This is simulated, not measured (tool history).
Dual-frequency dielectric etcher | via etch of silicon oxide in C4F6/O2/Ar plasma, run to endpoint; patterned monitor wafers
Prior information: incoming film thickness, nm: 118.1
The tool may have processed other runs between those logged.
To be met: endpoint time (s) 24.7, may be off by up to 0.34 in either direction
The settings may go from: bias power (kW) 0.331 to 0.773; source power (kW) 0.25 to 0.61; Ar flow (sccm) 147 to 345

run	day	bias power (kW)	source power (kW)	Ar flow (sccm)	endpoint time (s)
1	0	0.552	0.43	246	22.041
2	0.088	0.505	0.43	246	23.117
3	0.321	0.505	0.43	213	22.571
4	0.688	0.505	0.43	196	22.302
5	0.817	0.505	0.43	165	21.752
6	1.071	0.458	0.43	165	22.918
7	1.1	0.37	0.43	165	26.036
8	1.317	0.382	0.43	165	25.445
9	1.533	0.422	0.43	165	23.992
10	1.788	0.415	0.43	165	24.259

Which one of the following 5 next-run settings gets every result inside its allowed miss? There is exactly one.
A	2.042	0.43	0.42	149	?
B	2.042	0.452	0.39	170	?
C	2.042	0.414	0.49	181	?
D	2.042	0.395	0.49	148	?
E	2.042	0.397	0.45	170	?

move	endpoint time (s)
A	23.546
B	23.875
C	23.771
D	23.639
E	24.718
A: lands further from the targets than the last run did
B: lands further from the targets than the last run did
C: lands further from the targets than the last run did
D: lands further from the targets than the last run did
E: hits every target within its allowed miss
Answer: E

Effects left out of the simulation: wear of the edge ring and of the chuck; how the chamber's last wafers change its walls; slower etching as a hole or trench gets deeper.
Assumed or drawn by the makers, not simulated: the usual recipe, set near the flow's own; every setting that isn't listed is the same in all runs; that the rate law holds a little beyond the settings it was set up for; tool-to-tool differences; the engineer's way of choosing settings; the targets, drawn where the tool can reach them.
